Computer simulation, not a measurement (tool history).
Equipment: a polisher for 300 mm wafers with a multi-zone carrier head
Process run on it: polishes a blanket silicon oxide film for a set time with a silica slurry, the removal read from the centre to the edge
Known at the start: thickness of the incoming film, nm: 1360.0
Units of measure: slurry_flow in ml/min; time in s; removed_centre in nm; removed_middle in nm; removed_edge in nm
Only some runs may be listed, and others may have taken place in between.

{"run": 1, "hour": 0.0, "slurry_flow": 180, "centre_zone": 1, "middle_zone": 1, "edge_zone": 1, "slurry_solids": 1, "time": 61, "removed_centre": 294.88, "removed_middle": 300.38, "removed_edge": 301.63}
{"run": 2, "hour": 8.4, "slurry_flow": 180, "centre_zone": 0.96, "middle_zone": 1, "edge_zone": 1, "slurry_solids": 1, "time": 61, "removed_centre": 281.15, "removed_middle": 297.89, "removed_edge": 304.19}
{"run": 3, "hour": 13.2, "slurry_flow": 180, "centre_zone": 0.96, "middle_zone": 1, "edge_zone": 1, "slurry_solids": 0.85, "time": 61, "removed_centre": 268.05, "removed_middle": 283.66, "removed_edge": 284.74}
{"run": 4, "hour": 20.9, "slurry_flow": 185, "centre_zone": 0.98, "middle_zone": 0.99, "edge_zone": 1.02, "slurry_solids": 0.9, "time": 61, "removed_centre": 277, "removed_middle": 286.8, "removed_edge": 289.86}
{"run": 5, "hour": 23.5, "slurry_flow": 185, "centre_zone": 0.9, "middle_zone": 0.99, "edge_zone": 1.02, "slurry_solids": 0.9, "time": 61, "removed_centre": 255.73, "removed_middle": 291.25, "removed_edge": 293.72}
{"run": 6, "hour": 24.4, "slurry_flow": 185, "centre_zone": 0.93, "middle_zone": 0.98, "edge_zone": 1.03, "slurry_solids": 1, "time": 61, "removed_centre": 275.72, "removed_middle": 296.68, "removed_edge": 309.28}
{"run": 7, "hour": 26.5, "slurry_flow": 190, "centre_zone": 0.95, "middle_zone": 0.97, "edge_zone": 1.04, "slurry_solids": 1.05, "time": 61, "removed_centre": 285.49, "removed_middle": 299.41, "removed_edge": 305.92}
{"run": 8, "hour": 35.1, "slurry_flow": 180, "centre_zone": 0.97, "middle_zone": 0.95, "edge_zone": 1.04, "slurry_solids": 1.1, "time": 62, "removed_centre": 300.92, "removed_middle": 298.86, "removed_edge": 317.34}
{"run": 9, "hour": 41.9, "slurry_flow": 170, "centre_zone": 0.99, "middle_zone": 0.94, "edge_zone": 1.05, "slurry_solids": 1.15, "time": 63, "removed_centre": 317.69, "removed_middle": 308.2, "removed_edge": 327.45}

Run 10 comes next. What will it give?
{"run": 10, "hour": 45.7, "slurry_flow": 220, "centre_zone": 1.09, "middle_zone": 0.85, "edge_zone": 1.15, "slurry_solids": 1.25, "time": 63, "removed_centre": "?", "removed_middle": "?", "removed_edge": "?"}

{"run 10": {"removed_centre": 374.51, "removed_middle": 302, "removed_edge": 356.76}}
